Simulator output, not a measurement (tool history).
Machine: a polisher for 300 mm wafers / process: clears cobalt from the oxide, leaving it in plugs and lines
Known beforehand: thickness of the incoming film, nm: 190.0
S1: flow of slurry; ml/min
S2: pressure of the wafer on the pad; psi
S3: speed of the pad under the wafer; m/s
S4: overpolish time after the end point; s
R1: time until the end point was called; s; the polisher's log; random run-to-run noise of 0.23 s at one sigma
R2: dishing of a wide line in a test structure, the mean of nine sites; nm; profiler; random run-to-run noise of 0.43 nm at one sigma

run 1 hour=0.0 | S1=305 S2=2.4 S3=1.08 S4=13 | R1=35.640 R2=49.887
run 2 hour=5.5 | S1=305 S2=2.4 S3=0.86 S4=13 | R1=43.230 R2=42.043
run 3 hour=12.4 | S1=305 S2=2.4 S3=0.60 S4=13 | R1=58.896 R2=33.791
run 4 hour=13.1 | S1=340 S2=2.7 S3=0.62 S4=11 | R1=50.921 R2=32.343
run 5 hour=20.8 | S1=340 S2=2.7 S3=0.72 S4=11 | R1=46.051 R2=35.434
run 6 hour=22.3 | S1=285 S2=2.7 S3=0.72 S4=11 | R1=45.614 R2=35.707
run 7 hour=25.1 | S1=325 S2=2.9 S3=0.74 S4=9 | R1=42.011 R2=32.702
run 8 hour=28.6 | S1=360 S2=3.1 S3=0.76 S4=8 | R1=38.702 R2=31.293
run 9 hour=30.3 | S1=385 S2=3.2 S3=0.80 S4=7 | R1=36.361 R2=29.635
run 10 hour=32.3 | S1=405 S2=3.3 S3=0.84 S4=6 | R1=33.950 R2=28.775
run 11 hour=40.9 | S1=420 S2=3.4 S3=0.86 S4=6 | R1=31.787 R2=28.644
run 12 hour=47.8 | S1=430 S2=3.5 S3=0.88 S4=6 | R1=30.577 R2=29.942
run 13 hour=55.5 | S1=440 S2=3.5 S3=0.90 S4=6 | R1=29.968 R2=31.342
run 14 hour=58.4 | S1=410 S2=3.5 S3=0.90 S4=6 | R1=30.377 R2=30.339
run 15 hour=60.2 | S1=425 S2=3.5 S3=0.92 S4=6 | R1=29.254 R2=30.553
run 16 hour=68.9 | S1=435 S2=3.5 S3=0.92 S4=6 | R1=29.853 R2=30.394
run 17 hour=72.1 | S1=445 S2=3.5 S3=0.94 S4=6 | R1=28.607 R2=31.828
run 18 hour=76.7 | S1=360 S2=3.7 S3=1.10 S4=4 | R1=24.662 R2=26.321
run 19 hour=79.5 | S1=345 S2=3.7 S3=1.10 S4=4 | R1=24.331 R2=26.135
run 20 hour=83.6 | S1=330 S2=3.7 S3=1.10 S4=4 | R1=24.713 R2=25.968
run 21 hour=89.3 | S1=315 S2=3.7 S3=1.10 S4=4 | R1=24.262 R2=25.678
run 22 hour=97.0 | S1=305 S2=3.7 S3=1.10 S4=4 | R1=24.604 R2=25.810
run 23 hour=100.9 | S1=290 S2=3.7 S3=1.10 S4=4 | R1=24.528 R2=26.104

For run 24, what comes out?
-- hour=101.6 head pressure recalibrated
run 24 hour=101.6 | S1=350 S2=3.5 S3=1.10 S4=4 | R1=? R2=?

Logged for run 24: R1 24.481 s, R2 25.991 nm.
